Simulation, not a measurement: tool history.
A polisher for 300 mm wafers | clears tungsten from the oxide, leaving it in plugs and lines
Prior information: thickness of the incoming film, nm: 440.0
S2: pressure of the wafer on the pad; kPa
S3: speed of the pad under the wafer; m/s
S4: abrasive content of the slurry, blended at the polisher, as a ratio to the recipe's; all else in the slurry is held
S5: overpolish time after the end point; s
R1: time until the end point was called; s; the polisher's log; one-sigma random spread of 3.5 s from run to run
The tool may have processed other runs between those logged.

run 1 hour=0 | flow_of_slurry_(ml/min)=180 S2=22.8 S3=1.06 S4=1 S5=33 | R1=118.34
run 2 hour=5.5 | flow_of_slurry_(ml/min)=180 S2=19.3 S3=1 S4=1 S5=33 | R1=149.26
run 3 hour=14.3 | flow_of_slurry_(ml/min)=180 S2=16.5 S3=0.98 S4=1 S5=33 | R1=171.27
run 4 hour=16.3 | flow_of_slurry_(ml/min)=180 S2=15.2 S3=0.96 S4=1 S5=33 | R1=192.01
run 5 hour=23.7 | flow_of_slurry_(ml/min)=210 S2=15.2 S3=0.96 S4=1 S5=33 | R1=186.51
run 6 hour=31.5 | flow_of_slurry_(ml/min)=210 S2=13.8 S3=0.94 S4=1 S5=33 | R1=215.68

Predict the results of run 7:
run 7 hour=40.2 | flow_of_slurry_(ml/min)=210 S2=13.1 S3=0.94 S4=1 S5=33 | R1=?

{"run 7": {"R1": 227.75}}
